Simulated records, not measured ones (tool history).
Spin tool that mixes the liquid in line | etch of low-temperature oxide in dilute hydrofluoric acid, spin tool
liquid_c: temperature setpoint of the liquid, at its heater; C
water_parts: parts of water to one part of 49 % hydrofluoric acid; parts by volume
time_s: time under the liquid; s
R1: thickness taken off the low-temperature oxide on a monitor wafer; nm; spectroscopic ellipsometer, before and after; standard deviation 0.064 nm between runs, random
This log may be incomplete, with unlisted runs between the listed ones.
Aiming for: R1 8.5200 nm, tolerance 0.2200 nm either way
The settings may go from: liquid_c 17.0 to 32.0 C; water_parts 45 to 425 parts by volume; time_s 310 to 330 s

{"run": 1, "day": 0.0, "liquid_c": 24.0, "water_parts": 235, "time_s": 310, "R1": 10.981}
{"run": 2, "day": 0.2, "liquid_c": 22.0, "water_parts": 235, "time_s": 310, "R1": 10.373}
{"run": 3, "day": 0.325, "liquid_c": 20.5, "water_parts": 240, "time_s": 310, "R1": 9.4058}
{"run": 4, "day": 0.438, "liquid_c": 23.5, "water_parts": 240, "time_s": 310, "R1": 10.502}
{"run": 5, "day": 0.712, "liquid_c": 20.5, "water_parts": 240, "time_s": 310, "R1": 9.439}
{"run": 6, "day": 0.988, "liquid_c": 20.5, "water_parts": 280, "time_s": 310, "R1": 7.7469}
{"run": 7, "day": 1.188, "liquid_c": 20.5, "water_parts": 280, "time_s": 310, "R1": 7.7653}
{"run": 8, "day": 1.45, "liquid_c": 21.5, "water_parts": 280, "time_s": 310, "R1": 8.0764}
{"day": 1.588, "done": "thermometer replaced"}
{"run": 9, "day": 1.588, "liquid_c": 22.0, "water_parts": 280, "time_s": 310, "R1": 9.0174}

Which single option among these 4 for the next run brings every result within its allowed miss of target? Just one does.
{"run": "A", "day": 1.725, "liquid_c": 23.5, "water_parts": 315, "time_s": 325, "R1": "?"}
{"run": "B", "day": 1.725, "liquid_c": 21.5, "water_parts": 270, "time_s": 315, "R1": "?"}
{"run": "C", "day": 1.725, "liquid_c": 18.5, "water_parts": 255, "time_s": 330, "R1": "?"}
{"run": "D", "day": 1.725, "liquid_c": 17.0, "water_parts": 225, "time_s": 310, "R1": "?"}

move=A R1=8.5659
move=B R1=9.4149
move=C R1=9.4690
move=D R1=9.7713
A: meets every target
B: moves away from the targets compared with the last run
C: moves away from the targets compared with the last run
D: moves away from the targets compared with the last run
A is the move that brings every result within its allowed miss.
